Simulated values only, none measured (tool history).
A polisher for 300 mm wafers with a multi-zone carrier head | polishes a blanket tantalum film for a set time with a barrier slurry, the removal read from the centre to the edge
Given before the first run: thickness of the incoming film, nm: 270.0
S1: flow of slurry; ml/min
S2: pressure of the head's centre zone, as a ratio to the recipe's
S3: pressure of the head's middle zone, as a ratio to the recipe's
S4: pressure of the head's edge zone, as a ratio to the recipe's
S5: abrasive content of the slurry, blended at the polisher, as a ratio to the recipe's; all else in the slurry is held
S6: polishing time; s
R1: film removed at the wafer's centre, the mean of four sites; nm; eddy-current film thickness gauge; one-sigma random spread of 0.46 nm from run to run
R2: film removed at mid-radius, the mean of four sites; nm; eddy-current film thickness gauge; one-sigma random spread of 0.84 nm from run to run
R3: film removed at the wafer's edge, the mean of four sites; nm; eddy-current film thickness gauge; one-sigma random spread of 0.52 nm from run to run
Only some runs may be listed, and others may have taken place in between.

run  hour   S1    S2    S3    S4    S5  S6      R1      R2      R3
  1     0  265     1     1     1     1  45  81.873  82.942  83.694
  2   5.7  260  0.97  0.99  0.97  0.95  45  76.568   79.13  80.822
  3  10.1  260     1  0.99  0.97  0.95  45  78.766  78.937  80.551
  4  16.2  300     1  0.99  0.97  0.95  45  80.942  81.846  82.462
  5    24  300     1  0.99  1.03  0.95  45  80.046   79.56  83.251
  6  28.9  355     1  0.99  1.03  0.95  45  82.568  82.922  83.629
  7  31.8  280   0.9  0.97  0.93  0.75  45  63.434  70.934  70.166

What does the tool deliver on the next run?
  8  34.7  280  0.9  0.98  0.94  0.75  45   ?   ?   ?

R1: 63.681 nm
R2: 70.737 nm
R3: 70.753 nm
